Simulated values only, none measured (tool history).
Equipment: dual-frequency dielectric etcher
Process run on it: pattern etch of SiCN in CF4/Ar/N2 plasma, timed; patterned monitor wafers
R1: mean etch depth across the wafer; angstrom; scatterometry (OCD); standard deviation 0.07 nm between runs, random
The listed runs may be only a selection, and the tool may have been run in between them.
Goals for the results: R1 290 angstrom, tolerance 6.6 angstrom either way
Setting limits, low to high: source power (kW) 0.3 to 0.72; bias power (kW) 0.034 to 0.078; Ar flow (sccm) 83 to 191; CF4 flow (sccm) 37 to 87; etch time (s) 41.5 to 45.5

Run 1, hour 0: source power (kW) 0.51, bias power (kW) 0.056, Ar flow (sccm) 137, CF4 flow (sccm) 62, etch time (s) 45.5. Result: R1 359.92 angstrom.
Run 2, hour 7.1: source power (kW) 0.47, bias power (kW) 0.056, Ar flow (sccm) 137, CF4 flow (sccm) 62, etch time (s) 45.5. Result: R1 344.23 angstrom.
Run 3, hour 14.9: source power (kW) 0.47, bias power (kW) 0.061, Ar flow (sccm) 137, CF4 flow (sccm) 62, etch time (s) 45.5. Result: R1 356.69 angstrom.
Run 4, hour 18.2: source power (kW) 0.42, bias power (kW) 0.06, Ar flow (sccm) 137, CF4 flow (sccm) 62, etch time (s) 45.5. Result: R1 333.13 angstrom.
Run 5, hour 21.3: source power (kW) 0.39, bias power (kW) 0.06, Ar flow (sccm) 137, CF4 flow (sccm) 62, etch time (s) 45.5. Result: R1 319.5 angstrom.
Run 6, hour 28.2: source power (kW) 0.37, bias power (kW) 0.06, Ar flow (sccm) 137, CF4 flow (sccm) 62, etch time (s) 45.5. Result: R1 311.71 angstrom.
Run 7, hour 33: source power (kW) 0.35, bias power (kW) 0.06, Ar flow (sccm) 137, CF4 flow (sccm) 62, etch time (s) 45.5. Result: R1 304.16 angstrom.
Run 8, hour 41.4: source power (kW) 0.34, bias power (kW) 0.06, Ar flow (sccm) 137, CF4 flow (sccm) 62, etch time (s) 45.5. Result: R1 299.26 angstrom.

Exercise: of the 5 proposed moves below, exactly one satisfies all targets within the stated allowed misses. Which move is it?
Run A, hour 49.8: source power (kW) 0.31, bias power (kW) 0.068, Ar flow (sccm) 136, CF4 flow (sccm) 67, etch time (s) 45.5. Result: R1 ?.
Run B, hour 49.8: source power (kW) 0.38, bias power (kW) 0.047, Ar flow (sccm) 156, CF4 flow (sccm) 76, etch time (s) 45.5. Result: R1 ?.
Run C, hour 49.8: source power (kW) 0.33, bias power (kW) 0.061, Ar flow (sccm) 144, CF4 flow (sccm) 76, etch time (s) 45.5. Result: R1 ?.
Run D, hour 49.8: source power (kW) 0.4, bias power (kW) 0.055, Ar flow (sccm) 166, CF4 flow (sccm) 73, etch time (s) 44.5. Result: R1 ?.
Run E, hour 49.8: source power (kW) 0.37, bias power (kW) 0.06, Ar flow (sccm) 121, CF4 flow (sccm) 60, etch time (s) 45. Result: R1 ?.

move      R1
   A  305.36
   B  289.62
   C  304.13
   D  302.62
   E  315.76
A: further off than the last run
B: every result lands within tolerance
C: further off than the last run
D: further off than the last run
E: further off than the last run
B meets every target.
